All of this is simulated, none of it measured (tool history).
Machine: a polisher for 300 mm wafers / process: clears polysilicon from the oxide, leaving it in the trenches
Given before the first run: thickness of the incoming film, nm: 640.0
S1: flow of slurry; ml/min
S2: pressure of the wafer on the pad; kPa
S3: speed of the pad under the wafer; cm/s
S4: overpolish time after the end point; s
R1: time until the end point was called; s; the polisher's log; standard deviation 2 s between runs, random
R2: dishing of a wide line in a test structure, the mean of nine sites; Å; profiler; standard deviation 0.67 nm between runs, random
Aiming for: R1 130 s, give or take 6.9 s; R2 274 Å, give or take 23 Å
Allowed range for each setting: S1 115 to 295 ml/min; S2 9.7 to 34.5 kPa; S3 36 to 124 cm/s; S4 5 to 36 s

run	day	S1	S2	S3	S4	R1	R2
1	0	190	22.1	80	18	49.724	403.44
2	0.212	165	22.1	80	18	50.635	407.72
3	0.3	165	16.5	80	18	66.18	392.02
4	0.588	195	15.2	72	15	78.673	390.41
5	0.75	195	15.2	72	8	76.629	331.32
6	0.8	175	13.8	68	7	94.13	298.66
7	1.062	165	13.1	68	7	98.683	285.82
# day 1.412: slurry nozzle cleaned
8	1.412	160	12.4	68	8	100.26	290.32
9	1.688	155	11.7	66	8	109.5	283.76
10	2.054	150	11	66	8	113.49	271.93
11	2.292	150	11	64	9	120.3	278.46
12	2.625	145	11	64	9	118.9	290.01

Of the 5 settings listed for the next run, only one would bring every result within its allowed miss of target. Which one?
A	2.958	150	11.7	66	10	?	?
B	2.958	175	13.8	46	9	?	?
C	2.958	170	12.4	58	15	?	?
D	2.958	170	11.7	64	14	?	?
E	2.958	190	10.3	60	14	?	?

move	R1	R2
A	109.5	313.58
B	129.19	275.82
C	114.98	355.01
D	110.42	352.19
E	129.98	334.29
A: the biggest miss grows against the last run
B: hits every target within its allowed miss
C: the biggest miss grows against the last run
D: the biggest miss grows against the last run
E: puts the biggest miss on target and leaves a different result outside tolerance
Move B is the one to make.
